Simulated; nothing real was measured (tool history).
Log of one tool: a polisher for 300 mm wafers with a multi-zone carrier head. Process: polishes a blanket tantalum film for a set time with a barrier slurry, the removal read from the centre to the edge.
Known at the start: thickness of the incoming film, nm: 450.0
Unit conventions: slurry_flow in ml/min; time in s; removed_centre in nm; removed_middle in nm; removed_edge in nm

run	hour	slurry_flow	centre_zone	middle_zone	edge_zone	slurry_solids	time	removed_centre	removed_middle	removed_edge
1	0.0	165	1.00	1.00	1.00	1.0	70	149.75	146.33	147.55
2	0.5	165	1.00	1.00	1.00	1.0	53	113.12	111.79	110.91
3	1.2	165	0.96	1.00	1.00	1.0	53	109.80	108.15	113.26
4	6.8	145	0.96	1.00	1.00	1.0	53	107.91	106.27	111.24
5	13.7	145	0.96	1.00	1.00	1.1	53	111.95	112.01	114.58
6	20.5	120	0.96	1.00	1.00	1.1	53	110.07	109.11	112.38

Predict the results of run 7:
7	24.0	115	0.97	0.99	0.96	1.0	53	?	?	?

{"run 7": {"removed_centre": 106.38, "removed_middle": 105.13, "removed_edge": 106.57}}

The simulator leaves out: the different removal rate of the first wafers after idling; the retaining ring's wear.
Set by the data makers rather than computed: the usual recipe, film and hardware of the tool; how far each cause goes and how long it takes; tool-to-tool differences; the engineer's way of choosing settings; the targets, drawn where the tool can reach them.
